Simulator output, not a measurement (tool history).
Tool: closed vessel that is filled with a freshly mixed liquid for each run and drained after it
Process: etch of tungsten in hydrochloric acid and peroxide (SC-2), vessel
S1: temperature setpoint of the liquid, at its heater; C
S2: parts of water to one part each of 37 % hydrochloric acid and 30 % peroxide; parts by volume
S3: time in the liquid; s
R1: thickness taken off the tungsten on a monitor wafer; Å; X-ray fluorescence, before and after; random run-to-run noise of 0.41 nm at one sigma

run 1 hour=0 | S1=57 S2=7 S3=320 | R1=862.73
run 2 hour=7.6 | S1=58 S2=7 S3=320 | R1=919.01
run 3 hour=12.5 | S1=59 S2=7 S3=320 | R1=974.48
run 4 hour=14.8 | S1=60 S2=7 S3=320 | R1=1040.2
run 5 hour=21.8 | S1=60 S2=7 S3=345 | R1=1121.3
run 6 hour=25.3 | S1=60.5 S2=7 S3=345 | R1=1157.6
run 7 hour=32.1 | S1=61 S2=7 S3=345 | R1=1188.7

Forecast run 8:
run 8 hour=35 | S1=62.5 S2=7 S3=345 | R1=?

Run 8 gave R1 1308 Å.

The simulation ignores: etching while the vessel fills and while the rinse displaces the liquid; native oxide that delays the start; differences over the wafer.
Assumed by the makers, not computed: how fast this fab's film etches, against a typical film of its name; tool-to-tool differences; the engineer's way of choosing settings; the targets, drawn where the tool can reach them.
